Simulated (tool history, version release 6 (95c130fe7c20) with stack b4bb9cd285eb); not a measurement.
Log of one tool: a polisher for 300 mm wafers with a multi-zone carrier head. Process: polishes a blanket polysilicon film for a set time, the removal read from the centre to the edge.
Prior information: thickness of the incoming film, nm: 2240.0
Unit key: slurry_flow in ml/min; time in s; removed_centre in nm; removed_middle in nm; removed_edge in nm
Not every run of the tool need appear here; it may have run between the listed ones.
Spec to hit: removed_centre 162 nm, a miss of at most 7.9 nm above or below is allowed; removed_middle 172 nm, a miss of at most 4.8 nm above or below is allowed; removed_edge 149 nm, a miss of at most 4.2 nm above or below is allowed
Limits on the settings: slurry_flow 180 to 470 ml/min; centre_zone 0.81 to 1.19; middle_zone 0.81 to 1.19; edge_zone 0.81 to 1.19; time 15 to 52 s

{"run": 1, "hour": 0.0, "slurry_flow": 300, "centre_zone": 1, "middle_zone": 1, "edge_zone": 1, "time": 33, "removed_centre": 198.31, "removed_middle": 194.2, "removed_edge": 196.14}
{"run": 2, "hour": 3.9, "slurry_flow": 300, "centre_zone": 1, "middle_zone": 1, "edge_zone": 1, "time": 38, "removed_centre": 233.97, "removed_middle": 222.2, "removed_edge": 225.82}
{"run": 3, "hour": 7.2, "slurry_flow": 300, "centre_zone": 1, "middle_zone": 1.09, "edge_zone": 1, "time": 38, "removed_centre": 229.89, "removed_middle": 242.88, "removed_edge": 226.17}
{"run": 4, "hour": 13.7, "slurry_flow": 300, "centre_zone": 1, "middle_zone": 1.09, "edge_zone": 0.96, "time": 34, "removed_centre": 204.36, "removed_middle": 219.11, "removed_edge": 197.99}
{"run": 5, "hour": 22.4, "slurry_flow": 300, "centre_zone": 1, "middle_zone": 1.09, "edge_zone": 1.01, "time": 34, "removed_centre": 203.91, "removed_middle": 217.62, "removed_edge": 200.11}
{"run": 6, "hour": 27.4, "slurry_flow": 305, "centre_zone": 1.01, "middle_zone": 1.09, "edge_zone": 0.99, "time": 31, "removed_centre": 193.62, "removed_middle": 195.07, "removed_edge": 182.87}
{"run": 7, "hour": 28.7, "slurry_flow": 300, "centre_zone": 1, "middle_zone": 1.09, "edge_zone": 0.95, "time": 29, "removed_centre": 175.27, "removed_middle": 187.76, "removed_edge": 168.64}
{"run": 8, "hour": 35.0, "slurry_flow": 295, "centre_zone": 1, "middle_zone": 1.08, "edge_zone": 0.92, "time": 28, "removed_centre": 168.49, "removed_middle": 179.01, "removed_edge": 159.81}
{"run": 9, "hour": 36.2, "slurry_flow": 285, "centre_zone": 1, "middle_zone": 1.07, "edge_zone": 0.9, "time": 28, "removed_centre": 169.17, "removed_middle": 176.94, "removed_edge": 158.25}
{"run": 10, "hour": 39.3, "slurry_flow": 275, "centre_zone": 1, "middle_zone": 1.07, "edge_zone": 0.88, "time": 28, "removed_centre": 168.44, "removed_middle": 174.34, "removed_edge": 153.22}
{"run": 11, "hour": 43.3, "slurry_flow": 270, "centre_zone": 0.99, "middle_zone": 1.07, "edge_zone": 0.87, "time": 28, "removed_centre": 166.27, "removed_middle": 171.95, "removed_edge": 154.1}

Next run, 4 choices. One meets every target within its allowed miss, the rest don't. Which?
{"run": "A", "hour": 47.3, "slurry_flow": 260, "centre_zone": 1, "middle_zone": 1.02, "edge_zone": 0.86, "time": 27, "removed_centre": "?", "removed_middle": "?", "removed_edge": "?"}
{"run": "B", "hour": 47.3, "slurry_flow": 215, "centre_zone": 1.08, "middle_zone": 0.97, "edge_zone": 0.93, "time": 29, "removed_centre": "?", "removed_middle": "?", "removed_edge": "?"}
{"run": "C", "hour": 47.3, "slurry_flow": 410, "centre_zone": 1.09, "middle_zone": 1.02, "edge_zone": 0.88, "time": 28, "removed_centre": "?", "removed_middle": "?", "removed_edge": "?"}
{"run": "D", "hour": 47.3, "slurry_flow": 285, "centre_zone": 1, "middle_zone": 1.09, "edge_zone": 0.86, "time": 27, "removed_centre": "?", "removed_middle": "?", "removed_edge": "?"}

move=A removed_centre=162.52 removed_middle=161.83 removed_edge=147.41
move=B removed_centre=182.99 removed_middle=162.07 removed_edge=160.93
move=C removed_centre=193.08 removed_middle=175.38 removed_edge=159.81
move=D removed_centre=164.59 removed_middle=173.13 removed_edge=148.5
A: gets the furthest-off result to its target, but another result is out of tolerance
B: its largest miss is bigger than the last run's
C: its largest miss is bigger than the last run's
D: all results in spec
So the answer is move D, the one that meets all the targets.

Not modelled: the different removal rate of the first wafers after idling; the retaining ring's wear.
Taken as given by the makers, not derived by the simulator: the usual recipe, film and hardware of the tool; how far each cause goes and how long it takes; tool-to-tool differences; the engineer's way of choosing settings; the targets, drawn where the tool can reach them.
